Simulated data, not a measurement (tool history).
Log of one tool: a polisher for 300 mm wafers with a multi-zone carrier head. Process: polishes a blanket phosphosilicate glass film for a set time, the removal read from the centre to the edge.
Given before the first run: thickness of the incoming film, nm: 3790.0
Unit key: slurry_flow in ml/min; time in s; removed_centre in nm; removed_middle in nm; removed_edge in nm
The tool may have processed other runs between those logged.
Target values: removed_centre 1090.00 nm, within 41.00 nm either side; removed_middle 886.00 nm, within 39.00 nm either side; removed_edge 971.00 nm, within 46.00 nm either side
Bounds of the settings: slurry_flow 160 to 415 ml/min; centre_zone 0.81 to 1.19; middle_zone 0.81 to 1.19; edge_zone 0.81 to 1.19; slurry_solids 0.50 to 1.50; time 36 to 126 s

Run 1, hour 0.0: slurry_flow 265 ml/min, centre_zone 1.00, middle_zone 1.00, edge_zone 1.00, slurry_solids 1.00, time 81 s. Result: removed_centre 878.28 nm, removed_middle 870.74 nm, removed_edge 862.35 nm.
Run 2, hour 0.8: slurry_flow 265 ml/min, centre_zone 1.00, middle_zone 1.00, edge_zone 0.94, slurry_solids 1.00, time 81 s. Result: removed_centre 878.82 nm, removed_middle 860.80 nm, removed_edge 836.60 nm.
Run 3, hour 7.4: slurry_flow 270 ml/min, centre_zone 1.04, middle_zone 0.98, edge_zone 0.98, slurry_solids 1.05, time 81 s. Result: removed_centre 922.22 nm, removed_middle 859.29 nm, removed_edge 863.42 nm.
Run 4, hour 9.0: slurry_flow 270 ml/min, centre_zone 1.04, middle_zone 0.98, edge_zone 0.98, slurry_solids 1.05, time 101 s. Result: removed_centre 1152.70 nm, removed_middle 1081.00 nm, removed_edge 1094.70 nm.
Run 5, hour 10.2: slurry_flow 270 ml/min, centre_zone 1.04, middle_zone 0.98, edge_zone 1.04, slurry_solids 1.05, time 101 s. Result: removed_centre 1154.40 nm, removed_middle 1062.80 nm, removed_edge 1110.50 nm.
Run 6, hour 11.6: slurry_flow 270 ml/min, centre_zone 1.04, middle_zone 0.98, edge_zone 1.04, slurry_solids 1.20, time 101 s. Result: removed_centre 1188.90 nm, removed_middle 1117.60 nm, removed_edge 1174.80 nm.
Run 7, hour 19.1: slurry_flow 270 ml/min, centre_zone 1.05, middle_zone 0.95, edge_zone 1.03, slurry_solids 1.10, time 100 s. Result: removed_centre 1180.20 nm, removed_middle 1038.70 nm, removed_edge 1120.20 nm.
Run 8, hour 22.9: slurry_flow 270 ml/min, centre_zone 1.05, middle_zone 0.94, edge_zone 1.02, slurry_solids 1.00, time 100 s. Result: removed_centre 1133.90 nm, removed_middle 1050.90 nm, removed_edge 1041.60 nm.

Which single option among these 4 for the next run brings every result within its allowed miss of target? Just one does.
Run A, hour 26.7: slurry_flow 275 ml/min, centre_zone 1.01, middle_zone 0.91, edge_zone 1.06, slurry_solids 1.05, time 87 s. Result: removed_centre ?, removed_middle ?, removed_edge ?.
Run B, hour 26.7: slurry_flow 275 ml/min, centre_zone 1.03, middle_zone 1.04, edge_zone 1.00, slurry_solids 1.05, time 104 s. Result: removed_centre ?, removed_middle ?, removed_edge ?.
Run C, hour 26.7: slurry_flow 230 ml/min, centre_zone 1.05, middle_zone 0.94, edge_zone 1.08, slurry_solids 1.35, time 81 s. Result: removed_centre ?, removed_middle ?, removed_edge ?.
Run D, hour 26.7: slurry_flow 215 ml/min, centre_zone 1.16, middle_zone 0.95, edge_zone 1.07, slurry_solids 1.40, time 81 s. Result: removed_centre ?, removed_middle ?, removed_edge ?.

move  removed_centre  removed_middle  removed_edge
   A          975.61          879.74        962.73
   B         1188.40         1132.90       1117.20
   C          998.88          886.31        967.19
   D         1096.70          892.51        966.63
A: meets the target for the result that was furthest off, but another lies outside its allowed miss
B: lands further from the targets than the last run did
C: meets the target for the result that was furthest off, but another lies outside its allowed miss
D: meets every target
Go with D: it meets all targets.

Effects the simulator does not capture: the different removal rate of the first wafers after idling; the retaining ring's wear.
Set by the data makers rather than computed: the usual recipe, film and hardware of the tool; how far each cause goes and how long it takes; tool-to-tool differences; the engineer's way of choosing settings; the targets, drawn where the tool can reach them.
